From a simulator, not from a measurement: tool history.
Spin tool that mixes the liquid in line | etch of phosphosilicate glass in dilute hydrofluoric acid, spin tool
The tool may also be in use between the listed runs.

run  hour  temperature setpoint of the liquid (C)  parts of water to one part of 49 % hydrofluoric acid (parts by volume)  time under the liquid (s)  thickness taken off the phosphosilicate glass on a monitor wafer (angstrom)
  1     0                                      21                                                                     135                         45                                                                       554.97
  2   1.3                                      21                                                                     135                         50                                                                       610.68
  3   8.5                                      20                                                                     150                         50                                                                       527.12
  4  13.7                                      17                                                                     150                         50                                                                       469.88
  5  22.8                                      17                                                                     135                         50                                                                       526.35
  6  30.9                                      17                                                                     135                         50                                                                       525.94

The next listed run, before its measurement:
  7  31.5                                      17                                                                     190                         50                                                                            ?

{"run 7": {"thickness taken off the phosphosilicate glass on a monitor wafer (angstrom)": 351.78}}
